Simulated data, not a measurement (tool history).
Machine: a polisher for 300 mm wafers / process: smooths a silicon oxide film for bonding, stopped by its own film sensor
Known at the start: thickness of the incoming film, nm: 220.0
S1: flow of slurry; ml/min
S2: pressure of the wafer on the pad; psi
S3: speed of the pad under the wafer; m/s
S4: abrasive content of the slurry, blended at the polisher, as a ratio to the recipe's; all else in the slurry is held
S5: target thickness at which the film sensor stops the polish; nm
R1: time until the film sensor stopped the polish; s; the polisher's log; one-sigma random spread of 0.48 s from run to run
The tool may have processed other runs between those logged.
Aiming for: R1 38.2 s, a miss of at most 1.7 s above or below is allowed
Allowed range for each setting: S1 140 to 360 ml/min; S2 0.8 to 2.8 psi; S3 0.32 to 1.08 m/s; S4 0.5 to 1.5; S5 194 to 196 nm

run	day	S1	S2	S3	S4	S5	R1
1	0	230	1.8	0.7	1	194	56.035
2	0.125	230	2	0.7	1	194	50.476
3	0.154	230	2.2	0.7	1	194	45.516
4	0.35	230	2.2	0.7	1	196	41.545
5	0.408	230	2.2	0.58	1	196	46.522
6	0.583	230	2.4	0.58	1	196	43.908
7	0.862	230	2.5	0.58	1	196	41.849
# day 0.892: worn pad replaced by a new one
8	0.892	230	2.7	0.58	1	196	35.2

Which of these 4 next moves meets every target?
A	0.921	255	2.7	0.66	1.05	194	?
B	0.921	235	2.8	0.66	0.95	195	?
C	0.921	230	2.6	0.52	1.1	196	?
D	0.921	175	2.6	0.72	1.25	194	?

move	R1
A	35.091
B	33.776
C	38.93
D	34.553
A: no nearer and no further than the last run
B: misses by more than the last run did
C: all results land within tolerance of their targets
D: misses by more than the last run did
Answer: C
